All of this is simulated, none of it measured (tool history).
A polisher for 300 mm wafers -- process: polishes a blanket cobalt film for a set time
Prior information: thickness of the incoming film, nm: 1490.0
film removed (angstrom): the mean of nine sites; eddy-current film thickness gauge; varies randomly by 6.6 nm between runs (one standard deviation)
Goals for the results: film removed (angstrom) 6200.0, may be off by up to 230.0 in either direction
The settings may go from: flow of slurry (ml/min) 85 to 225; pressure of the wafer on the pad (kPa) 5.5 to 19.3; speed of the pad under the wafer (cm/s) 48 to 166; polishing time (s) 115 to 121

run  hour  flow of slurry (ml/min)  pressure of the wafer on the pad (kPa)  speed of the pad under the wafer (cm/s)  polishing time (s)  film removed (angstrom)
  1   0.0                      145                                    12.4                                      106                 115                   4602.6
  2   5.8                      150                                    13.1                                      106                 115                   4862.0
  3  10.0                      125                                    13.1                                      106                 115                   4653.7
  4  18.0                      125                                    13.1                                      132                 115                   5443.6
  5  23.0                      135                                    13.1                                      132                 115                   5556.7
  6  28.1                      140                                    13.1                                      132                 115                   5626.5
  7  33.6                      140                                    13.1                                      132                 115                   5640.4
  8  36.9                      145                                    13.1                                      132                 115                   5757.8
  9  45.2                      150                                    13.1                                      132                 115                   5641.7

Next run, 4 choices. One meets every target within its allowed miss, the rest don't. Which?
  A  53.5                      105                                    14.5                                      154                 119                        ?
  B  53.5                      140                                    13.1                                      150                 115                        ?
  C  53.5                      175                                    15.9                                      126                 119                        ?
  D  53.5                      150                                    14.5                                      144                 116                        ?

move  film removed (angstrom)
   A                   6616.1
   B                   6159.8
   C                   6853.5
   D                   6652.8
A: takes the result that was furthest off past its target
B: every result within its allowed miss
C: takes the result that was furthest off past its target
D: takes the result that was furthest off past its target
Answer: B
